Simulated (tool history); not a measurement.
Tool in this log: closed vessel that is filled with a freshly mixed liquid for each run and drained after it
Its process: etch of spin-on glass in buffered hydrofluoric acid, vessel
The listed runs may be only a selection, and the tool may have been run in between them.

| run | hour | temperature setpoint of the liquid (K) | parts of 40 % ammonium fluoride to one part of 49 % hydrofluoric acid (parts by volume) | time in the liquid (s) | thickness taken off the spin-on glass on a monitor wafer (Å) |
|---|---|---|---|---|---|
| 1 | 0 | 295.15 | 14 | 30 | 677.95 |
| 2 | 7.3 | 297.65 | 14 | 30 | 777.45 |
| 3 | 15.8 | 298.65 | 14 | 30 | 819.19 |
| 4 | 18.3 | 298.65 | 16 | 30 | 720.24 |
| 5 | 27.4 | 299.65 | 15.5 | 30 | 782.95 |
| 6 | 34.6 | 299.65 | 17 | 30 | 712.76 |
| 7 | 38.3 | 300.15 | 16.5 | 30 | 758.59 |

Expected results for the next run?
| 8 | 45.6 | 300.65 | 16 | 30 | ? |

Run 8 gave thickness taken off the spin-on glass on a monitor wafer (Å) 801.6.
